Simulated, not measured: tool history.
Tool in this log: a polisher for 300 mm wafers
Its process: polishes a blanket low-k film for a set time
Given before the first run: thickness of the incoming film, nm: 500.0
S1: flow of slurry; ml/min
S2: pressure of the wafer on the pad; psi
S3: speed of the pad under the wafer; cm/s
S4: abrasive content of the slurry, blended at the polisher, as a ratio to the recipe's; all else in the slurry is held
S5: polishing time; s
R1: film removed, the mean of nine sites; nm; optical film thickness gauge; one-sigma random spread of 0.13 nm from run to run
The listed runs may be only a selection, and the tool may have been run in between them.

run,hour,S1,S2,S3,S4,S5,R1
1,0,175,1.7,116,1,39,14.702
2,3.7,150,1.7,116,1,39,14.503
3,11.9,150,1.7,116,0.8,39,13.067
4,20.5,150,2.1,116,0.8,39,16.001
5,25.1,150,1.7,116,0.8,39,12.96
6,25.8,150,1.7,142,0.8,39,15.398
7,31,155,1.8,142,0.8,39,16.544

Estimate the outcome of run 8 from the log above:
8,35,155,1.8,142,0.8,39,?

{"run 8": {"R1": 16.367}}

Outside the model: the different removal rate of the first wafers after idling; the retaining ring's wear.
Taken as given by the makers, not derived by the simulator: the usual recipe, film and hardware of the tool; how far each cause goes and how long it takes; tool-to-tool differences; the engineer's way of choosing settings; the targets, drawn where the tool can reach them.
